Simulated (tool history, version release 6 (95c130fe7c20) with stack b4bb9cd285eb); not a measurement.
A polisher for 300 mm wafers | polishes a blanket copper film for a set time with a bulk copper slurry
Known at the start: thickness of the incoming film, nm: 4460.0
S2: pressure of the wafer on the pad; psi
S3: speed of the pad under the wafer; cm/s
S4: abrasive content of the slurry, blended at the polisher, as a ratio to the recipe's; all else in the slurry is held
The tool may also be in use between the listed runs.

{"run": 1, "hour": 0.0, "flow of slurry (ml/min)": 185, "S2": 2.8, "S3": 124, "S4": 1.0, "polishing time (s)": 41, "film removed (angstrom)": 5240.1}
{"run": 2, "hour": 7.9, "flow of slurry (ml/min)": 195, "S2": 3.2, "S3": 124, "S4": 1.0, "polishing time (s)": 41, "film removed (angstrom)": 6040.0}
{"run": 3, "hour": 15.2, "flow of slurry (ml/min)": 195, "S2": 3.2, "S3": 124, "S4": 0.9, "polishing time (s)": 41, "film removed (angstrom)": 5797.0}
{"run": 4, "hour": 20.9, "flow of slurry (ml/min)": 200, "S2": 3.5, "S3": 124, "S4": 0.9, "polishing time (s)": 41, "film removed (angstrom)": 6385.0}
{"run": 5, "hour": 24.5, "flow of slurry (ml/min)": 200, "S2": 3.0, "S3": 124, "S4": 0.9, "polishing time (s)": 41, "film removed (angstrom)": 5586.6}
{"run": 6, "hour": 27.0, "flow of slurry (ml/min)": 200, "S2": 2.6, "S3": 124, "S4": 0.9, "polishing time (s)": 41, "film removed (angstrom)": 4868.1}
{"run": 7, "hour": 34.5, "flow of slurry (ml/min)": 210, "S2": 3.1, "S3": 124, "S4": 0.9, "polishing time (s)": 41, "film removed (angstrom)": 5812.0}

The next listed run, before its measurement:
{"run": 8, "hour": 42.8, "flow of slurry (ml/min)": 225, "S2": 3.4, "S3": 124, "S4": 0.9, "polishing time (s)": 41, "film removed (angstrom)": "?"}

Run 8 gave film removed (angstrom) 6264.5.
